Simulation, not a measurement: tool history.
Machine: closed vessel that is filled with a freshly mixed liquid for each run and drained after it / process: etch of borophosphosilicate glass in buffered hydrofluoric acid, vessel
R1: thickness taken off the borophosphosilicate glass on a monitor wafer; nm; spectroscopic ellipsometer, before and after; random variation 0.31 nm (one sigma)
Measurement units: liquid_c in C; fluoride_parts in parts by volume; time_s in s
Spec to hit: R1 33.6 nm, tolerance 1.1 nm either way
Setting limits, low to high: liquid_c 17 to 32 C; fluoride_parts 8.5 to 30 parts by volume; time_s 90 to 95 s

run 1 hour=0 | liquid_c=25 fluoride_parts=23.5 time_s=90 | R1=55.797
run 2 hour=5.5 | liquid_c=25 fluoride_parts=19.5 time_s=90 | R1=62.838
run 3 hour=12.2 | liquid_c=23.5 fluoride_parts=21 time_s=90 | R1=55.862
run 4 hour=16.9 | liquid_c=22.5 fluoride_parts=22 time_s=90 | R1=50.897
run 5 hour=19.6 | liquid_c=21.5 fluoride_parts=22.5 time_s=90 | R1=46.785
run 6 hour=24.5 | liquid_c=20 fluoride_parts=22.5 time_s=90 | R1=43.171
run 7 hour=31.9 | liquid_c=19.5 fluoride_parts=23 time_s=90 | R1=41.629
run 8 hour=40.1 | liquid_c=19 fluoride_parts=23.5 time_s=90 | R1=40.728
run 9 hour=43.8 | liquid_c=18.5 fluoride_parts=24 time_s=90 | R1=38.393
run 10 hour=46.3 | liquid_c=18 fluoride_parts=24.5 time_s=90 | R1=36.532
run 11 hour=55.3 | liquid_c=17.5 fluoride_parts=25 time_s=90 | R1=34.824

5 candidate next runs follow, results not yet known. Just one meets every target within its allowed miss. Identify it.
run A hour=64.3 | liquid_c=17 fluoride_parts=27.5 time_s=95 | R1=?
run B hour=64.3 | liquid_c=17.5 fluoride_parts=26 time_s=95 | R1=?
run C hour=64.3 | liquid_c=17 fluoride_parts=24.5 time_s=95 | R1=?
run D hour=64.3 | liquid_c=19 fluoride_parts=30 time_s=95 | R1=?
run E hour=64.3 | liquid_c=17.5 fluoride_parts=26.5 time_s=95 | R1=?

move=A R1=33.575
move=B R1=35.914
move=C R1=36.385
move=D R1=35.379
move=E R1=35.441
A: hits every target within its allowed miss
B: misses by more than the last run did
C: misses by more than the last run did
D: misses by more than the last run did
E: misses by more than the last run did
Move A is the one to make.
